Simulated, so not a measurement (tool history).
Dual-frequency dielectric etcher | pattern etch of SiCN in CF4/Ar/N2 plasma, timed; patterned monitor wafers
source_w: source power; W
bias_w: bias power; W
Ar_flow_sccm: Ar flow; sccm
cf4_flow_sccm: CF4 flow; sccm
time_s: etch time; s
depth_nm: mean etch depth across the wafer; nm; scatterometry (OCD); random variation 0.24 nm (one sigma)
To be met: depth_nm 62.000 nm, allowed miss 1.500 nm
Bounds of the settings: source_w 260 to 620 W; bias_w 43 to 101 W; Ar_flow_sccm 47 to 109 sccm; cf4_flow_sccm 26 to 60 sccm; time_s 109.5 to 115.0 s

Run 1, hour 0.0: source_w 440 W, bias_w 72 W, Ar_flow_sccm 78 sccm, cf4_flow_sccm 43 sccm, time_s 109.5 s. Result: depth_nm 84.119 nm.
Run 2, hour 4.9: source_w 400 W, bias_w 71 W, Ar_flow_sccm 78 sccm, cf4_flow_sccm 43 sccm, time_s 109.5 s. Result: depth_nm 77.407 nm.
Run 3, hour 13.0: source_w 400 W, bias_w 81 W, Ar_flow_sccm 78 sccm, cf4_flow_sccm 43 sccm, time_s 109.5 s. Result: depth_nm 82.672 nm.
Run 4, hour 16.0: source_w 400 W, bias_w 72 W, Ar_flow_sccm 78 sccm, cf4_flow_sccm 43 sccm, time_s 109.5 s. Result: depth_nm 78.051 nm.
Run 5, hour 23.2: source_w 370 W, bias_w 71 W, Ar_flow_sccm 78 sccm, cf4_flow_sccm 43 sccm, time_s 109.5 s. Result: depth_nm 73.312 nm.
Run 6, hour 29.5: source_w 350 W, bias_w 71 W, Ar_flow_sccm 78 sccm, cf4_flow_sccm 43 sccm, time_s 109.5 s. Result: depth_nm 70.937 nm.
Run 7, hour 35.8: source_w 330 W, bias_w 71 W, Ar_flow_sccm 78 sccm, cf4_flow_sccm 43 sccm, time_s 109.5 s. Result: depth_nm 67.469 nm.
Run 8, hour 39.6: source_w 320 W, bias_w 71 W, Ar_flow_sccm 78 sccm, cf4_flow_sccm 43 sccm, time_s 109.5 s. Result: depth_nm 65.755 nm.
Run 9, hour 42.8: source_w 310 W, bias_w 71 W, Ar_flow_sccm 78 sccm, cf4_flow_sccm 43 sccm, time_s 109.5 s. Result: depth_nm 64.750 nm.

Which of these 4 next moves meets every target?
Run A, hour 46.0: source_w 320 W, bias_w 62 W, Ar_flow_sccm 79 sccm, cf4_flow_sccm 44 sccm, time_s 109.5 s. Result: depth_nm ?.
Run B, hour 46.0: source_w 340 W, bias_w 67 W, Ar_flow_sccm 70 sccm, cf4_flow_sccm 37 sccm, time_s 109.5 s. Result: depth_nm ?.
Run C, hour 46.0: source_w 300 W, bias_w 73 W, Ar_flow_sccm 73 sccm, cf4_flow_sccm 47 sccm, time_s 113.0 s. Result: depth_nm ?.
Run D, hour 46.0: source_w 330 W, bias_w 73 W, Ar_flow_sccm 78 sccm, cf4_flow_sccm 40 sccm, time_s 111.0 s. Result: depth_nm ?.

move  depth_nm
   A    61.732
   B    65.517
   C    67.088
   D    67.971
A: meets every target
B: further off than the last run
C: further off than the last run
D: further off than the last run
Move A is the one to make.
